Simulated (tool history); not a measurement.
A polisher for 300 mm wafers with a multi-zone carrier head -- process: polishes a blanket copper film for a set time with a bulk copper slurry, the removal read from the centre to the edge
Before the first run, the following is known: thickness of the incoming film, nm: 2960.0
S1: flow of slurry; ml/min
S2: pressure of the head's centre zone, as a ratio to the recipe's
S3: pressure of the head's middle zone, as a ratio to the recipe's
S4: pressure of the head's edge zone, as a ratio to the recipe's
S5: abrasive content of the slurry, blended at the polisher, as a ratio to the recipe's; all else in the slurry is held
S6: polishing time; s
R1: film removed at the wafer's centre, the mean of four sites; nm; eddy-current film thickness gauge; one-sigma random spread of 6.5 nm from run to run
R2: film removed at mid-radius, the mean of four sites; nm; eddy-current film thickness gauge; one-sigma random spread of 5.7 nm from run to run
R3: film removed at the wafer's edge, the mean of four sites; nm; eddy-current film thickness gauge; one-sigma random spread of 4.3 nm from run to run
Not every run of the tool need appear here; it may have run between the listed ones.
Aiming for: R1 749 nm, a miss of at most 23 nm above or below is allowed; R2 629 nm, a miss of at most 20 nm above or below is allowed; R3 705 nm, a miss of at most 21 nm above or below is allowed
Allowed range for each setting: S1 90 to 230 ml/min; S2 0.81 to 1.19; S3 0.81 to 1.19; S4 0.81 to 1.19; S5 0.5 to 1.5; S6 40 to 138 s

| run | hour | S1 | S2 | S3 | S4 | S5 | S6 | R1 | R2 | R3 |
|---|---|---|---|---|---|---|---|---|---|---|
| 1 | 0 | 150 | 1 | 1 | 1 | 1 | 88 | 702.49 | 765.93 | 776.37 |
| 2 | 1.6 | 150 | 1.04 | 1 | 1 | 1 | 88 | 720.41 | 764.76 | 770.45 |
| 3 | 6.5 | 145 | 1.06 | 0.98 | 0.99 | 1 | 88 | 718.34 | 752.68 | 775.48 |
| 4 | 15.5 | 145 | 1.06 | 0.98 | 0.99 | 1 | 78 | 647.37 | 658.96 | 680.56 |
| 5 | 22.1 | 145 | 1.06 | 0.98 | 0.99 | 1 | 96 | 804.61 | 812.47 | 840.35 |
| 6 | 30 | 140 | 1.07 | 0.96 | 0.97 | 0.95 | 96 | 786.76 | 808.74 | 822.79 |
| 7 | 35.5 | 145 | 1.09 | 0.94 | 0.97 | 0.9 | 94 | 788.96 | 754.15 | 793.24 |
| 8 | 39.4 | 140 | 1.1 | 0.92 | 0.96 | 0.85 | 94 | 772.62 | 750.75 | 771.74 |
| 9 | 44.7 | 140 | 1.11 | 0.9 | 0.97 | 0.8 | 93 | 754.16 | 715.86 | 762.87 |
| 10 | 49.7 | 140 | 1.12 | 0.89 | 0.97 | 0.8 | 93 | 768.73 | 701.64 | 763.28 |
|  | 52.6 | centre zone pressure recalibrated |
| 11 | 52.6 | 135 | 1.13 | 0.88 | 0.96 | 0.8 | 93 | 841.2 | 702.1 | 762.8 |
| 12 | 59.5 | 135 | 1.12 | 0.87 | 0.96 | 0.8 | 93 | 824.03 | 701.56 | 749.56 |
| 13 | 68.5 | 135 | 1.12 | 0.87 | 0.97 | 0.8 | 93 | 834.66 | 687.77 | 763.85 |

Exactly one of the 4 candidate moves below puts every result within its allowed miss. Which one?
| A | 77.5 | 135 | 1.12 | 0.87 | 1.01 | 0.9 | 82 | ? | ? | ? |
| B | 77.5 | 165 | 1.02 | 0.88 | 1.05 | 0.55 | 87 | ? | ? | ? |
| C | 77.5 | 130 | 1.1 | 0.85 | 1 | 0.8 | 79 | ? | ? | ? |
| D | 77.5 | 145 | 1.13 | 0.88 | 1.04 | 0.65 | 81 | ? | ? | ? |

| move | R1 | R2 | R3 |
|---|---|---|---|
| A | 748.51 | 622.21 | 698.34 |
| B | 690.88 | 626.12 | 702.93 |
| C | 685.42 | 571.8 | 649.39 |
| D | 709.07 | 587.55 | 661.39 |
A: all results in spec
B: carries the result that was furthest off beyond its target, to the other side
C: carries the result that was furthest off beyond its target, to the other side
D: carries the result that was furthest off beyond its target, to the other side
So the answer is move A, the one that meets all the targets.

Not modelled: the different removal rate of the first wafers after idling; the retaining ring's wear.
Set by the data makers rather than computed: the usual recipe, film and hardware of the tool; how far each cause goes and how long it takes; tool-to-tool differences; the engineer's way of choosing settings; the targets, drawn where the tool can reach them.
